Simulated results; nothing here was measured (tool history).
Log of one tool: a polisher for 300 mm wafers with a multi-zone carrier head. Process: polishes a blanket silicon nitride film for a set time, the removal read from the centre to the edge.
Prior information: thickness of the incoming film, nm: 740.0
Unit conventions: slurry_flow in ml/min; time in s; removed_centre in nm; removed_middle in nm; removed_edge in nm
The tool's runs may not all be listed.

{"run": 1, "hour": 0.0, "slurry_flow": 170, "centre_zone": 1.0, "middle_zone": 1.0, "edge_zone": 1.0, "time": 81, "removed_centre": 114.73, "removed_middle": 115.78, "removed_edge": 116.24}
{"run": 2, "hour": 6.6, "slurry_flow": 170, "centre_zone": 1.0, "middle_zone": 1.0, "edge_zone": 0.97, "time": 81, "removed_centre": 115.22, "removed_middle": 115.53, "removed_edge": 112.48}
{"run": 3, "hour": 13.0, "slurry_flow": 145, "centre_zone": 1.0, "middle_zone": 1.0, "edge_zone": 0.97, "time": 81, "removed_centre": 111.01, "removed_middle": 108.18, "removed_edge": 113.28}
{"run": 4, "hour": 15.4, "slurry_flow": 150, "centre_zone": 1.01, "middle_zone": 0.97, "edge_zone": 0.95, "time": 72, "removed_centre": 98.999, "removed_middle": 98.524, "removed_edge": 99.282}
{"run": 5, "hour": 16.8, "slurry_flow": 115, "centre_zone": 1.01, "middle_zone": 0.97, "edge_zone": 0.95, "time": 72, "removed_centre": 93.007, "removed_middle": 92.525, "removed_edge": 95.411}
{"run": 6, "hour": 18.6, "slurry_flow": 140, "centre_zone": 1.01, "middle_zone": 0.97, "edge_zone": 0.95, "time": 72, "removed_centre": 99.713, "removed_middle": 95.234, "removed_edge": 99.855}
{"run": 7, "hour": 21.2, "slurry_flow": 145, "centre_zone": 1.02, "middle_zone": 0.96, "edge_zone": 0.93, "time": 64, "removed_centre": 90.036, "removed_middle": 87.473, "removed_edge": 85.963}
{"run": 8, "hour": 24.9, "slurry_flow": 145, "centre_zone": 1.02, "middle_zone": 0.96, "edge_zone": 0.93, "time": 64, "removed_centre": 88.804, "removed_middle": 85.391, "removed_edge": 87.016}
{"run": 9, "hour": 27.8, "slurry_flow": 145, "centre_zone": 1.03, "middle_zone": 0.94, "edge_zone": 0.91, "time": 60, "removed_centre": 84.956, "removed_middle": 78.398, "removed_edge": 81.835}
{"run": 10, "hour": 35.6, "slurry_flow": 145, "centre_zone": 1.04, "middle_zone": 0.93, "edge_zone": 0.89, "time": 57, "removed_centre": 80.678, "removed_middle": 75.276, "removed_edge": 77.415}
{"run": 11, "hour": 37.0, "slurry_flow": 145, "centre_zone": 1.06, "middle_zone": 0.92, "edge_zone": 0.88, "time": 55, "removed_centre": 78.573, "removed_middle": 71.518, "removed_edge": 73.738}
{"run": 12, "hour": 38.2, "slurry_flow": 140, "centre_zone": 1.07, "middle_zone": 0.91, "edge_zone": 0.86, "time": 55, "removed_centre": 79.588, "removed_middle": 70.738, "removed_edge": 71.617}

Run 13 comes next. What will it give?
{"run": 13, "hour": 44.5, "slurry_flow": 135, "centre_zone": 1.07, "middle_zone": 0.9, "edge_zone": 0.85, "time": 55, "removed_centre": "?", "removed_middle": "?", "removed_edge": "?"}

Run 13 came out at removed_centre 78.479 nm, removed_middle 68.949 nm, removed_edge 69.520 nm.
